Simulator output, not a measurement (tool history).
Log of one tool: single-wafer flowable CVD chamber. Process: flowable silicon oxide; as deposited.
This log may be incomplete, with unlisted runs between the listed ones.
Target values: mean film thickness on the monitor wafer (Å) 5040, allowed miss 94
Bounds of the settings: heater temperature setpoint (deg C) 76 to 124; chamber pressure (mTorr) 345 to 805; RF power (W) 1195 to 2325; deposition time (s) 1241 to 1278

| run | hour | heater temperature setpoint (deg C) | chamber pressure (mTorr) | RF power (W) | deposition time (s) | mean film thickness on the monitor wafer (Å) |
|---|---|---|---|---|---|---|
| 1 | 0 | 100 | 575 | 1760 | 1241 | 4535.5 |
| 2 | 6.7 | 99 | 575 | 1760 | 1241 | 4720.4 |
| 3 | 9.6 | 106 | 575 | 1760 | 1241 | 3605.6 |
| 4 | 18.2 | 104 | 575 | 1760 | 1241 | 3866.2 |
| 5 | 23.2 | 103 | 575 | 1760 | 1241 | 4032.4 |
| 6 | 25.8 | 103 | 538 | 1760 | 1241 | 3802.1 |
| 7 | 28.2 | 102 | 538 | 1760 | 1241 | 3947.5 |
| 8 | 30.8 | 101 | 538 | 1760 | 1241 | 4080.6 |
| 9 | 33.5 | 93 | 539 | 1760 | 1241 | 5554 |

Next run, 5 choices. One meets every target within its allowed miss, the rest don't. Which?
| A | 36.2 | 94 | 482 | 1725 | 1241 | ? |
| B | 36.2 | 99 | 611 | 1555 | 1265 | ? |
| C | 36.2 | 99 | 628 | 1425 | 1241 | ? |
| D | 36.2 | 99 | 588 | 1660 | 1274 | ? |
| E | 36.2 | 100 | 620 | 1945 | 1254 | ? |

| move | mean film thickness on the monitor wafer (Å) |
|---|---|
| A | 4806.5 |
| B | 4931 |
| C | 4802.5 |
| D | 4878.1 |
| E | 5092 |
A: carries the result that was furthest off beyond its target, to the other side
B: carries the result that was furthest off beyond its target, to the other side
C: carries the result that was furthest off beyond its target, to the other side
D: carries the result that was furthest off beyond its target, to the other side
E: each result inside its tolerance
Answer: E
